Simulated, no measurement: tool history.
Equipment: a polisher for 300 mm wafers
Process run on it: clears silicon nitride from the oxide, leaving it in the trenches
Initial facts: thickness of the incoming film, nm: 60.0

| run | hour | flow of slurry (ml/min) | pressure of the wafer on the pad (kPa) | speed of the pad under the wafer (m/s) | overpolish time after the end point (s) | time until the end point was called (s) |
|---|---|---|---|---|---|---|
| 1 | 0.0 | 245 | 22.1 | 0.82 | 49 | 72.787 |
| 2 | 4.0 | 245 | 26.2 | 0.82 | 49 | 62.284 |
| 3 | 7.9 | 245 | 26.2 | 0.68 | 49 | 75.793 |
| 4 | 13.8 | 245 | 26.2 | 0.68 | 49 | 75.886 |
| 5 | 22.0 | 245 | 26.2 | 0.88 | 49 | 58.791 |
| 6 | 25.3 | 245 | 26.2 | 0.88 | 49 | 58.334 |
| 7 | 32.3 | 240 | 20.0 | 0.82 | 49 | 78.388 |
| 8 | 35.6 | 240 | 17.2 | 0.78 | 49 | 90.676 |

Run 9, settings as shown, results not yet in. Your forecast:
| 9 | 38.4 | 240 | 15.2 | 0.76 | 49 | ? |

time until the end point was called (s): 101.490
